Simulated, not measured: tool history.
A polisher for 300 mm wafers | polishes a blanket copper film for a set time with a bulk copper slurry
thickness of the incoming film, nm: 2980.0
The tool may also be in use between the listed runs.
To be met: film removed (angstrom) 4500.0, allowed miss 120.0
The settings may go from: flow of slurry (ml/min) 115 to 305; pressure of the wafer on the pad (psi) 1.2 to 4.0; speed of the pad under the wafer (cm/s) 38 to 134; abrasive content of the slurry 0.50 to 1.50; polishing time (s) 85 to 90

run	day	flow of slurry (ml/min)	pressure of the wafer on the pad (psi)	speed of the pad under the wafer (cm/s)	abrasive content of the slurry	polishing time (s)	film removed (angstrom)
1	0.000	195	2.6	86	1.00	85	5315.7
2	0.112	240	2.6	86	1.00	85	5423.9
3	0.167	240	2.5	86	1.00	85	5258.4
4	0.292	240	2.5	86	1.00	85	5289.2
5	0.504	285	2.5	86	1.00	85	5292.6
6	0.850	285	2.5	86	0.85	85	5141.6
7	1.179	285	2.4	86	0.85	85	4898.7
8	1.325	285	2.3	86	0.85	85	4792.2
9	1.538	285	2.2	86	0.85	85	4666.1

4 next moves are on the table. One of them brings every result within its allowed miss. Which?
A	1.750	270	2.3	78	0.90	87	?
B	1.750	305	2.0	94	0.85	85	?
C	1.750	280	2.6	80	0.80	88	?
D	1.750	265	2.2	88	0.80	88	?

move	film removed (angstrom)
A	4494.4
B	4718.3
C	4979.8
D	4784.9
A: meets every target
B: further off than the last run
C: further off than the last run
D: further off than the last run
Move A is the one to make.

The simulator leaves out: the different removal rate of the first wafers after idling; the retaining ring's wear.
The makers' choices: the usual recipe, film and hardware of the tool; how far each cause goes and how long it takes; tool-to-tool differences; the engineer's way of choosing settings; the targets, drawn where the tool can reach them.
